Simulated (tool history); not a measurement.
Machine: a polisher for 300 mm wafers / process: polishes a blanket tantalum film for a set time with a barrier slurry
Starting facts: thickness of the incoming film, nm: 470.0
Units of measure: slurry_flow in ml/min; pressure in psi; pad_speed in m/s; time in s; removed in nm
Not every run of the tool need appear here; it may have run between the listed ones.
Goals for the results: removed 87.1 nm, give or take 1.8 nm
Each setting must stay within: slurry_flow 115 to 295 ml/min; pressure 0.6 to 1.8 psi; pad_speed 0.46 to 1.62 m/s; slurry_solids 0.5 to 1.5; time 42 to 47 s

run    day  slurry_flow  pressure  pad_speed  slurry_solids  time  removed
  1      0          190       1.2       1.04              1    47   46.309
  2  0.308          190       1.2       1.04              1    42   41.123
  3  0.421          190       1.2       1.04            1.1    42   42.281
  4  0.746          190       1.2        1.2            1.1    42   47.604
  5  0.929          205       1.4       1.22            1.1    42   54.171
  6  1.162          205       1.5       1.32            1.1    42   61.555
  7  1.233          205       1.6        1.4            1.1    42   66.947
  8  1.571          215       1.7       1.46            1.1    42   73.339
  9  1.596          215       1.7        1.5            1.1    42   75.425
 10  1.758          215       1.7       1.54            1.1    42   76.673
 11  2.129          215       1.7       1.56            1.1    42   78.748
 12  2.254          215       1.7       1.58            1.1    42   79.521
 13  2.404          255       1.8       1.58            1.1    42   84.306
 14  2.538          255       1.8       1.58            1.1    42   83.789

Which one of the following 4 next-run settings gets every result inside its allowed miss? There is exactly one.
  A  2.671          295       1.8       1.54           0.85    45        ?
  B  2.671          275       1.6       1.62           1.05    45        ?
  C  2.671          275       1.8       1.56            1.1    42        ?
  D  2.671          265       1.8       1.62           0.85    46        ?

move  removed
   A   81.708
   B   83.279
   C   82.937
   D   86.467
A: further off than the last run
B: further off than the last run
C: further off than the last run
D: all results in spec
D is the move that brings every result within its allowed miss.
